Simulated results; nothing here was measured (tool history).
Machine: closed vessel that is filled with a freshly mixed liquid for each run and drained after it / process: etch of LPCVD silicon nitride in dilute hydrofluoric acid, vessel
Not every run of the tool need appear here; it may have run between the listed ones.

| run | day | temperature setpoint of the liquid (K) | parts of water to one part of 49 % hydrofluoric acid (parts by volume) | time in the liquid (s) | thickness taken off the LPCVD silicon nitride on a monitor wafer (angstrom) |
|---|---|---|---|---|---|
| 1 | 0 | 294.15 | 240 | 2635 | 47.539 |
| 2 | 0.246 | 297.15 | 240 | 2635 | 58.581 |
| 3 | 0.496 | 297.15 | 290 | 2635 | 47.962 |
| 4 | 0.596 | 299.65 | 290 | 2635 | 55.52 |
| 5 | 0.862 | 302.15 | 290 | 2635 | 65.755 |
| 6 | 1.142 | 302.15 | 290 | 2845 | 69.785 |
| 7 | 1.329 | 300.65 | 295 | 2845 | 63.423 |
| 8 | 1.592 | 299.15 | 295 | 2845 | 57.425 |
| 9 | 1.958 | 295.15 | 300 | 2845 | 44.831 |
| 10 | 2.033 | 294.65 | 300 | 2845 | 43.286 |

The next listed run, before its measurement:
| 11 | 2.125 | 294.15 | 300 | 2845 | ? |

For run 11 the tool returned thickness taken off the LPCVD silicon nitride on a monitor wafer (angstrom) 42.378.

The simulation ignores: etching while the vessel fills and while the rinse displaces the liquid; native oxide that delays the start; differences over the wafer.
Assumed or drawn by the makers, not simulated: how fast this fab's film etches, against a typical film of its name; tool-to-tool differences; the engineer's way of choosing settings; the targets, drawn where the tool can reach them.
